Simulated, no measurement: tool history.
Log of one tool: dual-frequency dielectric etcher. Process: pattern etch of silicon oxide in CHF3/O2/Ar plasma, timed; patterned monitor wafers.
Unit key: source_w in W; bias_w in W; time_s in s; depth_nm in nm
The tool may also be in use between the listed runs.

run    day  source_w  bias_w  time_s  depth_nm
  1      0       680     231     409    952.71
  2  0.133       680     200     409    917.53
  3  0.504       680     200     409    912.42
  4  0.533       680     200     409    910.29
  5  0.729       640     199     409    889.57
  6  0.858       610     198     409    868.91

Run 7 has not been measured yet. What should we expect?
  7  0.888       590     198     409         ?

{"run 7": {"depth_nm": 860.25}}
